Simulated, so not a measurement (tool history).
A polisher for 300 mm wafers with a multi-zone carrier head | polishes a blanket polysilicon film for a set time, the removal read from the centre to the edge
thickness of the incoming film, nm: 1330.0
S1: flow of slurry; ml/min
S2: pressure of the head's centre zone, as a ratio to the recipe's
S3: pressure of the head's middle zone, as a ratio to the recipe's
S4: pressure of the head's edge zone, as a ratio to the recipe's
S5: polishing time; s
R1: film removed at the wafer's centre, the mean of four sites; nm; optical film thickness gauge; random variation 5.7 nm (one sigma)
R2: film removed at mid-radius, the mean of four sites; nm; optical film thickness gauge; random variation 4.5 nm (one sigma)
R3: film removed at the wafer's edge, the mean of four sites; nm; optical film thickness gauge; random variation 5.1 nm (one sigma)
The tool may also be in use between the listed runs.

run  hour   S1    S2    S3    S4  S5      R1      R2      R3
  1   0.0  235  1.00  1.00  1.00  76  412.52  400.55  392.30
  2   2.8  240  1.02  0.98  1.03  80  439.57  415.18  429.55
  3   7.4  190  1.02  0.98  1.03  80  418.99  404.05  417.88
  4  15.7  210  1.05  0.97  1.05  82  464.27  421.05  437.17
  5  20.6  210  1.05  0.97  1.00  82  447.81  417.88  425.89
  6  24.9  220  1.06  0.96  1.03  84  470.59  430.77  446.20

The next listed run, before its measurement:
  7  26.6  230  1.08  0.95  1.05  86   ?   ?   ?

{"run 7": {"R1": 495.7, "R2": 431.56, "R3": 466.75}}

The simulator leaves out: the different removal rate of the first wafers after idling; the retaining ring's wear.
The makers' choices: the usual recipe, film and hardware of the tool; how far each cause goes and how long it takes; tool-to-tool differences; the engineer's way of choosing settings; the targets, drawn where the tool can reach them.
